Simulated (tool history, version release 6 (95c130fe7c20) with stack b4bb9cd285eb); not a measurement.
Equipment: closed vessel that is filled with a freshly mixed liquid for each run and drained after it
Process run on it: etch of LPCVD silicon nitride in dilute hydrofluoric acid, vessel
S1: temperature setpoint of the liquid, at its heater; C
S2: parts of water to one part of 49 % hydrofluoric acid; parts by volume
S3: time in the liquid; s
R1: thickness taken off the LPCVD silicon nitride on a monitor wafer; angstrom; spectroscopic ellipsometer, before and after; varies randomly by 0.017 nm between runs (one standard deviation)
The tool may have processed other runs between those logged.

run	hour	S1	S2	S3	R1
1	0	23	265	890	18.712
2	8.1	23.5	265	890	19.541
3	10.1	23.5	265	890	19.213
4	13.1	24	265	890	20.016
5	14.7	24.5	265	890	20.404
6	17.4	23	265	890	19.025
7	20.5	23.5	265	890	19.537
8	29	24	265	890	20.043
9	30	24.5	265	890	20.612
10	31.1	24.5	265	890	20.553
11	34.5	24.5	265	890	20.797
12	36.2	24.5	265	890	20.89
13	44.9	25.5	265	890	21.894

Run 14 is up next; what results do you expect?
14	49.9	26	265	890	?

{"run 14": {"R1": 22.819}}
